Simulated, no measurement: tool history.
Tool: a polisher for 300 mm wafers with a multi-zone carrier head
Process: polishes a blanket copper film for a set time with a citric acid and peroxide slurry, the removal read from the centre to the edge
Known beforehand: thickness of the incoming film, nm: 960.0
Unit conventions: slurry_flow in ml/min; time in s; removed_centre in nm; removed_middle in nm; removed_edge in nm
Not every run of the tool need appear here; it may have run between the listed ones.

run	hour	slurry_flow	centre_zone	middle_zone	edge_zone	slurry_solids	time	removed_centre	removed_middle	removed_edge
1	0.0	135	1.00	1.00	1.00	1.0	63	151.72	147.16	152.86
2	7.3	125	0.94	1.00	0.98	0.9	63	137.54	144.38	150.05
3	9.9	125	0.94	1.00	1.05	0.9	63	138.05	147.97	152.85
4	13.1	125	0.94	1.00	1.00	0.9	63	137.03	145.07	149.91
5	17.9	125	0.86	1.00	1.00	0.9	63	122.29	144.34	148.94
6	25.0	125	0.86	1.00	1.08	0.9	63	123.17	146.18	154.00

The next listed run, before its measurement:
7	30.1	120	0.86	1.00	1.04	0.8	62	?	?	?

{"run 7": {"removed_centre": 117.71, "removed_middle": 139.97, "removed_edge": 146.37}}

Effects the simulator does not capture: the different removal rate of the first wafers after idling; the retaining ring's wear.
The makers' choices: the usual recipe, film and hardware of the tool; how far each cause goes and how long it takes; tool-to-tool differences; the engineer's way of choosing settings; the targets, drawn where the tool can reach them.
